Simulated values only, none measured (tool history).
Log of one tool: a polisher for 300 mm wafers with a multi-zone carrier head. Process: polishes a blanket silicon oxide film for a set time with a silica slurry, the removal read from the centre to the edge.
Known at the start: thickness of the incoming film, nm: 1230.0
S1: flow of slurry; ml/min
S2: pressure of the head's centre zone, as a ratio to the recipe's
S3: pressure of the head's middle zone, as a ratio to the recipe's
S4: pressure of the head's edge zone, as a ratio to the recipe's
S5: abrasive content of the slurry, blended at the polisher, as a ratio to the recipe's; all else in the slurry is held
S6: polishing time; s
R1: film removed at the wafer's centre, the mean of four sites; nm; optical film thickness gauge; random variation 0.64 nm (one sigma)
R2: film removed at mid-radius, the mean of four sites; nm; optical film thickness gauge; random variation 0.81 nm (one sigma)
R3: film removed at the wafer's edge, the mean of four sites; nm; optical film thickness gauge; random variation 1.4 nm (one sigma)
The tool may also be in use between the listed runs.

run	hour	S1	S2	S3	S4	S5	S6	R1	R2	R3
1	0	200	1	1	1	1	32	126.73	127.04	127.6
2	5	200	1	1	1	1	40	161.3	157.14	159.94
3	11.9	190	0.96	0.99	0.95	0.85	40	144.86	144.59	142.01
4	15.4	190	0.96	0.94	0.95	0.85	40	145.65	138.48	140.39
5	18.6	190	0.96	0.94	0.95	1	40	152.77	149.17	155.34
6	20.2	190	0.89	0.94	0.95	1	40	141.64	146.27	150.37
7	28	175	0.87	0.94	0.94	0.9	40	130.31	140.19	143.6
8	35.6	170	0.85	0.93	0.91	0.8	40	121	131.85	134.28
9	42.3	170	0.85	0.93	0.91	0.8	40	121.52	132.53	131.08

Run 10 comes next. What will it give?
10	47.5	140	0.82	0.9	0.81	0.6	40	?	?	?

Run 10 gave R1 99.142 nm, R2 110.67 nm, R3 109.29 nm.

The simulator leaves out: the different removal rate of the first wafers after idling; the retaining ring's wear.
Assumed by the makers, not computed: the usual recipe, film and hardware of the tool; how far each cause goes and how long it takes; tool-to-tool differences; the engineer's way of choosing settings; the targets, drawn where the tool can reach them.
